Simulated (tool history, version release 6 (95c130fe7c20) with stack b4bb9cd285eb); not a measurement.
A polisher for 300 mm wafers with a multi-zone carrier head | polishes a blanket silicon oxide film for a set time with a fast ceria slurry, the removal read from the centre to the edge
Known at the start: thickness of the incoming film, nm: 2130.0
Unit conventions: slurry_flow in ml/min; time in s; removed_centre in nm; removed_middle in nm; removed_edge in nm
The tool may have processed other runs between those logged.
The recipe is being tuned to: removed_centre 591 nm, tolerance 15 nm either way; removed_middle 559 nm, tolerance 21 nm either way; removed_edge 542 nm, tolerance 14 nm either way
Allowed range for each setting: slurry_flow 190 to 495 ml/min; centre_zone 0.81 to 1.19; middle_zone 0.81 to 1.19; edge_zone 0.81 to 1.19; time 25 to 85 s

| run | hour | slurry_flow | centre_zone | middle_zone | edge_zone | time | removed_centre | removed_middle | removed_edge |
|---|---|---|---|---|---|---|---|---|---|
| 1 | 0 | 320 | 1 | 1 | 1 | 55 | 640.7 | 648.18 | 619 |
| 2 | 2.5 | 315 | 1 | 0.98 | 0.97 | 55 | 641.69 | 629.6 | 610.51 |
| 3 | 4.9 | 315 | 0.96 | 0.98 | 0.97 | 55 | 617.27 | 642.17 | 602.79 |
| 4 | 6 | 310 | 0.96 | 0.96 | 0.95 | 55 | 622.47 | 624.79 | 604.77 |
| 5 | 8.2 | 305 | 0.96 | 0.95 | 0.93 | 54 | 605.15 | 605.13 | 588.08 |
| 6 | 11.2 | 305 | 0.96 | 0.95 | 0.91 | 54 | 608.92 | 610.88 | 583.88 |
| 7 | 18.2 | 300 | 0.96 | 0.94 | 0.9 | 54 | 598.72 | 606 | 573.69 |
| 8 | 26.1 | 295 | 0.97 | 0.93 | 0.89 | 54 | 609.79 | 610.5 | 576.76 |
| 9 | 33.2 | 295 | 0.98 | 0.85 | 0.82 | 51 | 575.53 | 524.73 | 532.36 |
| 10 | 37.5 | 300 | 0.98 | 0.86 | 0.82 | 51 | 582.44 | 526.24 | 528.85 |

Which of these 4 next moves meets every target?
| A | 41.8 | 370 | 1.02 | 0.96 | 0.95 | 49 | ? | ? | ? |
| B | 41.8 | 370 | 1.02 | 0.88 | 0.85 | 51 | ? | ? | ? |
| C | 41.8 | 335 | 1.11 | 0.85 | 0.81 | 48 | ? | ? | ? |
| D | 41.8 | 250 | 1.09 | 0.95 | 0.81 | 50 | ? | ? | ? |

| move | removed_centre | removed_middle | removed_edge |
|---|---|---|---|
| A | 591.15 | 565.63 | 550.02 |
| B | 614.99 | 553.76 | 547.74 |
| C | 624.04 | 504.12 | 502.68 |
| D | 615.91 | 549.38 | 510.11 |
A: all results land within tolerance of their targets
B: the furthest-off result lands on target, but another misses its tolerance
C: further off than the last run
D: the furthest-off result lands on target, but another misses its tolerance
Go with A: it meets all targets.
